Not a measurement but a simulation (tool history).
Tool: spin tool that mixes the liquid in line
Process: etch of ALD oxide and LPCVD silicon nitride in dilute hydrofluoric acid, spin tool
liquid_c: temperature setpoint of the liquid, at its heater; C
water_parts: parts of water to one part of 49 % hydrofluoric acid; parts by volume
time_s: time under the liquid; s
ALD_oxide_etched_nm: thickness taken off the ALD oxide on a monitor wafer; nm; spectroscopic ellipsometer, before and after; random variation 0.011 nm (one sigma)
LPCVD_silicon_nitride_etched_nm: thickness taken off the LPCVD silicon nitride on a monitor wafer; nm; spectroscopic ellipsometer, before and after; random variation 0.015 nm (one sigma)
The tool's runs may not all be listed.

run	day	liquid_c	water_parts	time_s	ALD_oxide_etched_nm	LPCVD_silicon_nitride_etched_nm
1	0.000	25	175	170	10.9540	0.63877
2	0.062	25	175	110	7.0531	0.41894
3	0.104	23	200	110	5.6082	0.30544
4	0.217	23	235	110	4.5989	0.29097
5	0.396	23	235	165	6.9328	0.37292
6	0.629	23	190	165	8.9841	0.47023

Run 7 comes next. What will it give?
7	0.938	22	230	160	?	?

{"run 7": {"ALD_oxide_etched_nm": 6.6256, "LPCVD_silicon_nitride_etched_nm": 0.36461}}

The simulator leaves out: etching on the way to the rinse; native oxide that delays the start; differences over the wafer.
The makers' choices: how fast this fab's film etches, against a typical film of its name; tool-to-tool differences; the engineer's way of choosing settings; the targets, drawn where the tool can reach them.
